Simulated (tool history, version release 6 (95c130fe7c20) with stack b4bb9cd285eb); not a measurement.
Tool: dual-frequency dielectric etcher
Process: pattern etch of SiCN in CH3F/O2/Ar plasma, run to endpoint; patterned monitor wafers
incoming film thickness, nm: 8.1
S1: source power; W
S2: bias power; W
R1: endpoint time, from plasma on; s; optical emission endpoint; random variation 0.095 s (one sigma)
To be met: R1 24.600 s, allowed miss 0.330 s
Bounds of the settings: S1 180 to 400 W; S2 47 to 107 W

run 1 hour=0.0 | S1=290 S2=77 | R1=21.958
run 2 hour=6.5 | S1=290 S2=64 | R1=23.972
run 3 hour=15.0 | S1=280 S2=64 | R1=24.209
run 4 hour=23.9 | S1=280 S2=57 | R1=25.415
run 5 hour=26.6 | S1=290 S2=57 | R1=25.026
run 6 hour=32.5 | S1=270 S2=57 | R1=25.861
run 7 hour=34.3 | S1=280 S2=57 | R1=25.392
run 8 hour=35.4 | S1=290 S2=57 | R1=24.904

5 next moves are on the table. One of them brings every result within its allowed miss. Which?
run A hour=36.5 | S1=280 S2=58 | R1=?
run B hour=36.5 | S1=310 S2=51 | R1=?
run C hour=36.5 | S1=300 S2=53 | R1=?
run D hour=36.5 | S1=300 S2=57 | R1=?
run E hour=36.5 | S1=250 S2=66 | R1=?

move=A R1=24.998
move=B R1=25.101
move=C R1=25.100
move=D R1=24.380
move=E R1=25.009
A: further off than the last run
B: further off than the last run
C: further off than the last run
D: meets every target
E: further off than the last run
The right move is D.
